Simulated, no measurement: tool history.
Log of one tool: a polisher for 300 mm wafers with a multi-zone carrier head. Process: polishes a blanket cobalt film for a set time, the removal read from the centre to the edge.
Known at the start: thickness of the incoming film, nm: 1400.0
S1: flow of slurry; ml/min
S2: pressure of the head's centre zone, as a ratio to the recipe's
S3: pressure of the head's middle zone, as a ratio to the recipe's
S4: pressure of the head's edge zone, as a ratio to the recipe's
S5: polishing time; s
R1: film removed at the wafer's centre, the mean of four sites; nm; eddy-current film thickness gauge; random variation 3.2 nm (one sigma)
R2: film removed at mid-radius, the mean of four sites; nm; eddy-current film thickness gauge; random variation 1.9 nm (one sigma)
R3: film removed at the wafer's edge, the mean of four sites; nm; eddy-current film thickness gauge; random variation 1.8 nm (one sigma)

run	day	S1	S2	S3	S4	S5	R1	R2	R3
1	0	240	1	1	1	83	473.26	486.87	487.05
2	0.067	240	1	1.08	1	83	467.24	520.86	480.58
3	0.138	240	1	1.15	1	83	481.08	548.47	484.46
4	0.167	240	0.95	1.15	1	83	457.65	548.67	480.28
5	0.367	235	0.96	1.1	0.98	78	431.08	500.07	446.09
6	0.646	230	0.97	1.06	0.98	74	406.71	459.87	419.95
7	0.846	225	0.99	1.02	0.98	70	393.62	413.23	404.87
8	1.062	220	0.99	0.99	0.96	68	382.55	395.11	385.11
9	1.379	210	0.99	0.96	0.95	66	371.87	370	369.23
10	1.6	160	0.93	0.86	0.85	56	286.08	279.68	291.69

The next listed run, before its measurement:
11	1.846	165	0.94	0.86	0.85	56	?	?	?

R1: 292.11 nm
R2: 278.74 nm
R3: 295.5 nm
